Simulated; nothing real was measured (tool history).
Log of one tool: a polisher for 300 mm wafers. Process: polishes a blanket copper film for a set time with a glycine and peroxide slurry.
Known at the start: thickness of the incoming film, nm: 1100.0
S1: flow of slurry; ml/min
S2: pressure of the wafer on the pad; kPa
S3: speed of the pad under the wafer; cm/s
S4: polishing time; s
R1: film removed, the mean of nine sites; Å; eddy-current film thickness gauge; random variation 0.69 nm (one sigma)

run	day	S1	S2	S3	S4	R1
1	0	125	15.9	106	20	857.93
2	0.046	120	14.5	106	20	792.74
3	0.15	120	14.5	132	20	957.9
4	0.442	120	13.1	132	20	870.02
5	0.742	115	11.7	132	20	788.84
6	0.858	115	9.7	132	20	672.75
7	1.196	110	9.7	132	20	666.37
8	1.558	105	9.7	132	20	665.43

Run 9 comes next. What will it give?
9	1.925	100	9.7	132	20	?

{"run 9": {"R1": 665.39}}
